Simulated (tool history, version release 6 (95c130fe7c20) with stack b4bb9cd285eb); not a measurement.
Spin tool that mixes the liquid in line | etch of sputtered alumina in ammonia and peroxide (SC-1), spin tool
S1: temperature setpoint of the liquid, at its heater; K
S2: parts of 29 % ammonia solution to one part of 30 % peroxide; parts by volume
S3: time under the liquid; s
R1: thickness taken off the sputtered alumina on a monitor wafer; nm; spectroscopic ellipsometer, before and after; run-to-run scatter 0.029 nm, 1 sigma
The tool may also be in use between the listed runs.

{"run": 1, "hour": 0.0, "S1": 328.15, "S2": 0.75, "S3": 70, "R1": 6.6447}
{"run": 2, "hour": 0.8, "S1": 326.65, "S2": 0.75, "S3": 70, "R1": 6.1571}
{"run": 3, "hour": 9.1, "S1": 325.65, "S2": 0.75, "S3": 70, "R1": 5.7221}
{"run": 4, "hour": 9.9, "S1": 324.65, "S2": 0.75, "S3": 70, "R1": 5.5029}
{"run": 5, "hour": 17.4, "S1": 318.65, "S2": 0.75, "S3": 70, "R1": 3.9253}
{"run": 6, "hour": 22.8, "S1": 313.65, "S2": 0.75, "S3": 70, "R1": 2.9328}

Run 7 comes next. What will it give?
{"run": 7, "hour": 31.1, "S1": 314.15, "S2": 0.75, "S3": 70, "R1": "?"}

Run 7 came out at R1 3.0428 nm.
